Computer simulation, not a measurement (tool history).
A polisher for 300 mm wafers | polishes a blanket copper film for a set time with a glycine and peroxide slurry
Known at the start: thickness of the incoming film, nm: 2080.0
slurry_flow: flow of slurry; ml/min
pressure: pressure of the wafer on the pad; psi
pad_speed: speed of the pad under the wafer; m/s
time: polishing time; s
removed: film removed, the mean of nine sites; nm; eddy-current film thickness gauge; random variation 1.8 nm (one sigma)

run  hour  slurry_flow  pressure  pad_speed  time  removed
  1     0          210       1.9        1.2    44   245.82
  2   2.8          210       2.3        1.2    44   286.98
  3  11.3          210       2.2        1.2    44   277.06
  4  12.3          210       2.2        1.2    44   270.71
  5  16.4          210       2.2        1.2    44   274.13
  6  22.5          210       2.2        1.3    44   294.28
  7  23.6          210       2.1        1.3    44   279.39
  8  25.9          200       1.5       1.28    44   206.96
  9  29.6          195       1.5       1.28    44   208.45

The next listed run, before its measurement:
 10  37.9          190       1.5       1.28    44        ?

Run 10 gave removed 207.15 nm.

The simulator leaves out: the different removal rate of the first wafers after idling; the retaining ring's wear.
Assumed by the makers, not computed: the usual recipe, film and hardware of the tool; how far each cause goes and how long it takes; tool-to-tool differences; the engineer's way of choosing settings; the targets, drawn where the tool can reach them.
